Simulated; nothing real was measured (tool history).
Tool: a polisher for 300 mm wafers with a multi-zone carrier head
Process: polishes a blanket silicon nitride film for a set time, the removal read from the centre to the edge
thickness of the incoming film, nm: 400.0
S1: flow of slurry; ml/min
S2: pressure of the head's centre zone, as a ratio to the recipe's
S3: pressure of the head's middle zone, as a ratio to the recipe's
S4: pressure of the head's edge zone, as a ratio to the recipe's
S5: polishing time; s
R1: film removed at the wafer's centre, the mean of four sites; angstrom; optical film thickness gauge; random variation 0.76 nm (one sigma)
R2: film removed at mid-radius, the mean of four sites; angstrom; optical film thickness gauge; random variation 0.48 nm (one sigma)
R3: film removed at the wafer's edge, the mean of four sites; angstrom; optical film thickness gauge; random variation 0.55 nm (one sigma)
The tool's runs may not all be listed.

run,hour,S1,S2,S3,S4,S5,R1,R2,R3
1,0,150,1,1,1,33,472.79,475.84,475.92
2,1.8,150,0.94,1,1,33,448.96,481.58,471.6
3,6.3,175,0.94,1,1,33,477.13,487.17,480.31
4,11.1,175,0.95,1.01,1.03,34,484.3,509.37,499
5,14.1,175,1.02,1.01,1.03,34,526.2,507.31,501.25
6,17.4,175,0.99,1.01,1.03,34,507.27,509.19,506.49
7,21.7,180,1,1.02,1.05,34,533.66,505.53,516.96
8,27.3,180,0.99,1.04,1.07,34,526.95,517.34,510.59
9,29.3,180,0.98,1.04,1.08,35,519.5,530.05,528.28
10,34.2,185,0.98,1.04,1.09,35,530.83,533.16,534.08
11,42.8,190,0.98,1.04,1.1,35,531.03,536.48,535.05
12,47.7,190,0.98,1.04,1.11,35,514.19,541.99,540.63

Run 13 comes next. What will it give?
13,54.6,195,0.99,1.04,1.12,35,?,?,?

R1: 532.49 angstrom
R2: 534.97 angstrom
R3: 538.29 angstrom
